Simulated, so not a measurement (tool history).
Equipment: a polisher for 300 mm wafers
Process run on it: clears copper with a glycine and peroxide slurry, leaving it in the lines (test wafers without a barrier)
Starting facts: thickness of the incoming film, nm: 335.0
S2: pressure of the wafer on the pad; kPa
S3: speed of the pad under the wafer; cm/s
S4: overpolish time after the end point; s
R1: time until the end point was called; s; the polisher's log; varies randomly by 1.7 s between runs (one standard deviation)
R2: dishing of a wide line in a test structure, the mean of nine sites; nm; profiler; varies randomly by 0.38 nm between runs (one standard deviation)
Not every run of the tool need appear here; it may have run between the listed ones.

run 1 hour=0 | flow_of_slurry_(ml/min)=155 S2=13.1 S3=128 S4=25 | R1=75.733 R2=61.168
run 2 hour=1.9 | flow_of_slurry_(ml/min)=155 S2=11 S3=128 S4=25 | R1=83.391 R2=55.493
run 3 hour=8.3 | flow_of_slurry_(ml/min)=160 S2=10.3 S3=128 S4=24 | R1=87.518 R2=52.421
run 4 hour=16.8 | flow_of_slurry_(ml/min)=160 S2=9.7 S3=128 S4=23 | R1=90.129 R2=50.161
run 5 hour=17.9 | flow_of_slurry_(ml/min)=180 S2=9.7 S3=128 S4=23 | R1=90.678 R2=49.626
run 6 hour=25.6 | flow_of_slurry_(ml/min)=180 S2=9.7 S3=128 S4=22 | R1=87.78 R2=49.171
run 7 hour=28.8 | flow_of_slurry_(ml/min)=180 S2=9.7 S3=128 S4=22 | R1=87.394 R2=48.986
run 8 hour=29.9 | flow_of_slurry_(ml/min)=180 S2=9 S3=128 S4=21 | R1=92.148 R2=45.859

Forecast run 9:
run 9 hour=30.6 | flow_of_slurry_(ml/min)=180 S2=9 S3=128 S4=20 | R1=? R2=?

Run 9 produced R1 92.562 s, R2 43.417 nm.
